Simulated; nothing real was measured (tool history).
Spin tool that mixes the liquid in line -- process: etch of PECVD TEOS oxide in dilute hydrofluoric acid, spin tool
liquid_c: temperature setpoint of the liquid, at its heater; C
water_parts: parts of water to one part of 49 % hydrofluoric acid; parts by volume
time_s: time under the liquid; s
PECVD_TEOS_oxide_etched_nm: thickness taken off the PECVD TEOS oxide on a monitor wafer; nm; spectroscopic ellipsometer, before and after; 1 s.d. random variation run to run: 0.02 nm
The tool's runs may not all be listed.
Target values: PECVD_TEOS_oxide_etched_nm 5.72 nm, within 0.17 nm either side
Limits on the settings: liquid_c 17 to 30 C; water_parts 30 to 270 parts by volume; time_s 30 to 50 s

Run 1, hour 0: liquid_c 22 C, water_parts 150 parts by volume, time_s 50 s. Result: PECVD_TEOS_oxide_etched_nm 3.5464 nm.
Run 2, hour 9: liquid_c 22 C, water_parts 175 parts by volume, time_s 50 s. Result: PECVD_TEOS_oxide_etched_nm 2.9595 nm.
Run 3, hour 10.9: liquid_c 23 C, water_parts 170 parts by volume, time_s 50 s. Result: PECVD_TEOS_oxide_etched_nm 3.179 nm.
Run 4, hour 17.1: liquid_c 23.5 C, water_parts 165 parts by volume, time_s 50 s. Result: PECVD_TEOS_oxide_etched_nm 3.3809 nm.
Run 5, hour 21.4: liquid_c 23.5 C, water_parts 165 parts by volume, time_s 50 s. Result: PECVD_TEOS_oxide_etched_nm 3.3502 nm.
Run 6, hour 26.5: liquid_c 22 C, water_parts 165 parts by volume, time_s 50 s. Result: PECVD_TEOS_oxide_etched_nm 3.1745 nm.
Run 7, hour 32.2: liquid_c 23 C, water_parts 160 parts by volume, time_s 50 s. Result: PECVD_TEOS_oxide_etched_nm 3.4486 nm.
Run 8, hour 39.6: liquid_c 23.5 C, water_parts 155 parts by volume, time_s 50 s. Result: PECVD_TEOS_oxide_etched_nm 3.6273 nm.
Run 9, hour 46.3: liquid_c 24 C, water_parts 150 parts by volume, time_s 50 s. Result: PECVD_TEOS_oxide_etched_nm 3.8246 nm.

5 next moves are on the table. One of them brings every result within its allowed miss. Which?
Run A, hour 53: liquid_c 25 C, water_parts 105 parts by volume, time_s 50 s. Result: PECVD_TEOS_oxide_etched_nm ?.
Run B, hour 53: liquid_c 24.5 C, water_parts 100 parts by volume, time_s 50 s. Result: PECVD_TEOS_oxide_etched_nm ?.
Run C, hour 53: liquid_c 23 C, water_parts 95 parts by volume, time_s 50 s. Result: PECVD_TEOS_oxide_etched_nm ?.
Run D, hour 53: liquid_c 27.5 C, water_parts 110 parts by volume, time_s 50 s. Result: PECVD_TEOS_oxide_etched_nm ?.
Run E, hour 53: liquid_c 25 C, water_parts 110 parts by volume, time_s 50 s. Result: PECVD_TEOS_oxide_etched_nm ?.

move  PECVD_TEOS_oxide_etched_nm
   A                      6.0328
   B                        6.25
   C                       6.236
   D                      6.3013
   E                      5.7229
A: moves the result that the last run missed by most past its target, out the other side
B: moves the result that the last run missed by most past its target, out the other side
C: moves the result that the last run missed by most past its target, out the other side
D: moves the result that the last run missed by most past its target, out the other side
E: all results land within tolerance of their targets
E is the move that brings every result within its allowed miss.
